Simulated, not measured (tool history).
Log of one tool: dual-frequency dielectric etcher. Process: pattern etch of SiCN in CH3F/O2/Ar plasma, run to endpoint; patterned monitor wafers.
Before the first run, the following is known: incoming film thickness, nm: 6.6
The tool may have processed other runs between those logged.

{"run": 1, "hour": 0.0, "source power (W)": 520, "bias power (W)": 67, "endpoint time (s)": 15.757}
{"run": 2, "hour": 8.2, "source power (W)": 520, "bias power (W)": 75, "endpoint time (s)": 15.136}
{"run": 3, "hour": 14.2, "source power (W)": 520, "bias power (W)": 86, "endpoint time (s)": 14.451}
{"run": 4, "hour": 18.5, "source power (W)": 610, "bias power (W)": 86, "endpoint time (s)": 13.268}
{"run": 5, "hour": 19.4, "source power (W)": 610, "bias power (W)": 80, "endpoint time (s)": 13.711}
{"run": 6, "hour": 23.6, "source power (W)": 540, "bias power (W)": 73, "endpoint time (s)": 15.128}
{"run": 7, "hour": 28.3, "source power (W)": 490, "bias power (W)": 68, "endpoint time (s)": 16.241}
{"run": 8, "hour": 33.7, "source power (W)": 450, "bias power (W)": 65, "endpoint time (s)": 17.177}
{"run": 9, "hour": 38.8, "source power (W)": 420, "bias power (W)": 63, "endpoint time (s)": 18.132}
{"run": 10, "hour": 42.3, "source power (W)": 400, "bias power (W)": 63, "endpoint time (s)": 18.583}
{"run": 11, "hour": 48.7, "source power (W)": 380, "bias power (W)": 63, "endpoint time (s)": 19.207}
{"run": 12, "hour": 52.5, "source power (W)": 370, "bias power (W)": 63, "endpoint time (s)": 19.523}
{"run": 13, "hour": 54.5, "source power (W)": 370, "bias power (W)": 63, "endpoint time (s)": 19.353}
{"run": 14, "hour": 57.8, "source power (W)": 370, "bias power (W)": 63, "endpoint time (s)": 19.477}

Forecast run 15:
{"run": 15, "hour": 64.5, "source power (W)": 360, "bias power (W)": 63, "endpoint time (s)": "?"}

endpoint time (s): 19.887
